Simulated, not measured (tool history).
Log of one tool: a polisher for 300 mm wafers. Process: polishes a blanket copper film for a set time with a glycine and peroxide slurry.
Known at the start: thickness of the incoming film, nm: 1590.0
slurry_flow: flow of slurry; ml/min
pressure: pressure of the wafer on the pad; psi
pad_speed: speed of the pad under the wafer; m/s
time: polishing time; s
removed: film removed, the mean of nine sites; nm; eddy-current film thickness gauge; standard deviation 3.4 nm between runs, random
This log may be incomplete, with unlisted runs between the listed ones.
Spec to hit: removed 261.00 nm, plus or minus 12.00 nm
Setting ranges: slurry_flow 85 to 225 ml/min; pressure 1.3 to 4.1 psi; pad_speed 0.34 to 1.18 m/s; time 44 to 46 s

{"run": 1, "hour": 0.0, "slurry_flow": 145, "pressure": 2.7, "pad_speed": 0.76, "time": 44, "removed": 147.71}
{"run": 2, "hour": 8.5, "slurry_flow": 180, "pressure": 2.7, "pad_speed": 0.76, "time": 44, "removed": 146.57}
{"run": 3, "hour": 11.8, "slurry_flow": 200, "pressure": 2.7, "pad_speed": 0.76, "time": 44, "removed": 151.02}
{"run": 4, "hour": 18.5, "slurry_flow": 200, "pressure": 2.9, "pad_speed": 0.8, "time": 44, "removed": 165.09}
{"run": 5, "hour": 19.1, "slurry_flow": 225, "pressure": 2.9, "pad_speed": 0.8, "time": 44, "removed": 170.12}
{"run": 6, "hour": 24.6, "slurry_flow": 225, "pressure": 3.1, "pad_speed": 0.82, "time": 44, "removed": 177.07}
{"run": 7, "hour": 32.4, "slurry_flow": 225, "pressure": 3.3, "pad_speed": 0.86, "time": 44, "removed": 193.57}
{"run": 8, "hour": 39.0, "slurry_flow": 225, "pressure": 3.4, "pad_speed": 0.88, "time": 44, "removed": 204.31}
{"run": 9, "hour": 46.8, "slurry_flow": 225, "pressure": 3.5, "pad_speed": 0.9, "time": 44, "removed": 211.23}
{"run": 10, "hour": 49.5, "slurry_flow": 225, "pressure": 3.6, "pad_speed": 0.92, "time": 44, "removed": 221.73}
{"hour": 52.4, "done": "worn pad replaced by a new one"}
{"run": 11, "hour": 52.4, "slurry_flow": 225, "pressure": 3.7, "pad_speed": 0.94, "time": 44, "removed": 249.35}

Which of these 5 next moves meets every target?
{"run": "A", "hour": 55.3, "slurry_flow": 225, "pressure": 3.4, "pad_speed": 0.88, "time": 45, "removed": "?"}
{"run": "B", "hour": 55.3, "slurry_flow": 225, "pressure": 3.6, "pad_speed": 0.94, "time": 44, "removed": "?"}
{"run": "C", "hour": 55.3, "slurry_flow": 225, "pressure": 3.5, "pad_speed": 0.92, "time": 44, "removed": "?"}
{"run": "D", "hour": 55.3, "slurry_flow": 225, "pressure": 3.0, "pad_speed": 1.06, "time": 45, "removed": "?"}
{"run": "E", "hour": 55.3, "slurry_flow": 225, "pressure": 3.6, "pad_speed": 0.98, "time": 46, "removed": "?"}

move=A removed=227.18
move=B removed=243.45
move=C removed=234.34
move=D removed=231.76
move=E removed=261.81
A: its largest miss is bigger than the last run's
B: its largest miss is bigger than the last run's
C: its largest miss is bigger than the last run's
D: its largest miss is bigger than the last run's
E: hits every target within its allowed miss
The right move is E.
